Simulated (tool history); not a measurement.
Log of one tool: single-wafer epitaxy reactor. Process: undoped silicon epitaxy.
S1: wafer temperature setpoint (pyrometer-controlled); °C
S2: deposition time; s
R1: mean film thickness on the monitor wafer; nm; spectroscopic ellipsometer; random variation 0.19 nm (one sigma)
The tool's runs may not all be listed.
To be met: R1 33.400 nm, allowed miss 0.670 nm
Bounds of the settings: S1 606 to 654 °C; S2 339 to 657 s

run,hour,S1,S2,R1
1,0.0,630,498,51.631
2,1.3,628,498,49.236
3,4.0,636,498,59.063
4,8.4,636,522,61.620
5,15.9,636,579,68.514
6,16.9,633,576,64.381
7,24.1,630,572,59.602
8,33.2,627,568,55.246
9,38.8,625,565,52.112
10,44.0,623,564,49.725
11,47.2,621,563,47.874
12,54.4,619,561,45.162
13,58.8,617,561,42.923
14,61.9,616,561,42.298
15,68.5,615,560,41.472
16,73.0,606,549,32.713

Which of these 5 next moves meets every target?
A,77.5,617,412,?
B,77.5,611,502,?
C,77.5,610,496,?
D,77.5,606,533,?
E,77.5,608,508,?

move,R1
A,31.761
B,33.647
C,32.473
D,31.748
E,31.727
A: further off than the last run
B: meets every target
C: further off than the last run
D: further off than the last run
E: further off than the last run
Move B is the one to make.

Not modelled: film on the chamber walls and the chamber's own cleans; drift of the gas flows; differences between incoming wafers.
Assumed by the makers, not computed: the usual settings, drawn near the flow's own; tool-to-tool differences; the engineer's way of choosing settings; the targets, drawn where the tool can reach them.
